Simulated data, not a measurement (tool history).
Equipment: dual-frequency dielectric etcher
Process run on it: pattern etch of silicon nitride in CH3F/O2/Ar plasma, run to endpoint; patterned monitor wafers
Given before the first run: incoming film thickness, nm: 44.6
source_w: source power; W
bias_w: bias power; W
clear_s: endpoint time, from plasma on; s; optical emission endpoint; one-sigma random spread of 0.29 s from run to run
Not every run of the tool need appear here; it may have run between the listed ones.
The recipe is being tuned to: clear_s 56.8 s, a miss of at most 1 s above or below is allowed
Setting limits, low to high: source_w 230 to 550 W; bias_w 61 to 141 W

{"run": 1, "hour": 0.0, "source_w": 390, "bias_w": 101, "clear_s": 63.081}
{"run": 2, "hour": 7.9, "source_w": 410, "bias_w": 102, "clear_s": 61.447}
{"run": 3, "hour": 10.0, "source_w": 340, "bias_w": 102, "clear_s": 66.563}
{"run": 4, "hour": 12.3, "source_w": 340, "bias_w": 88, "clear_s": 71.01}
{"run": 5, "hour": 18.1, "source_w": 340, "bias_w": 95, "clear_s": 68.21}
{"run": 6, "hour": 19.1, "source_w": 340, "bias_w": 78, "clear_s": 74.212}
{"run": 7, "hour": 21.4, "source_w": 420, "bias_w": 98, "clear_s": 62.213}
{"run": 8, "hour": 28.8, "source_w": 430, "bias_w": 98, "clear_s": 61.759}
{"run": 9, "hour": 33.2, "source_w": 440, "bias_w": 98, "clear_s": 61.633}

Pick the move, out of 4, that brings all results within their allowed miss; only one does.
{"run": "A", "hour": 37.6, "source_w": 420, "bias_w": 87, "clear_s": "?"}
{"run": "B", "hour": 37.6, "source_w": 480, "bias_w": 109, "clear_s": "?"}
{"run": "C", "hour": 37.6, "source_w": 430, "bias_w": 128, "clear_s": "?"}
{"run": "D", "hour": 37.6, "source_w": 470, "bias_w": 121, "clear_s": "?"}

move=A clear_s=65.661
move=B clear_s=56.725
move=C clear_s=55.086
move=D clear_s=54.649
A: moves away from the targets compared with the last run
B: each result inside its tolerance
C: takes the biggest miss from the last run beyond its target
D: takes the biggest miss from the last run beyond its target
Correct choice: B, which meets every target
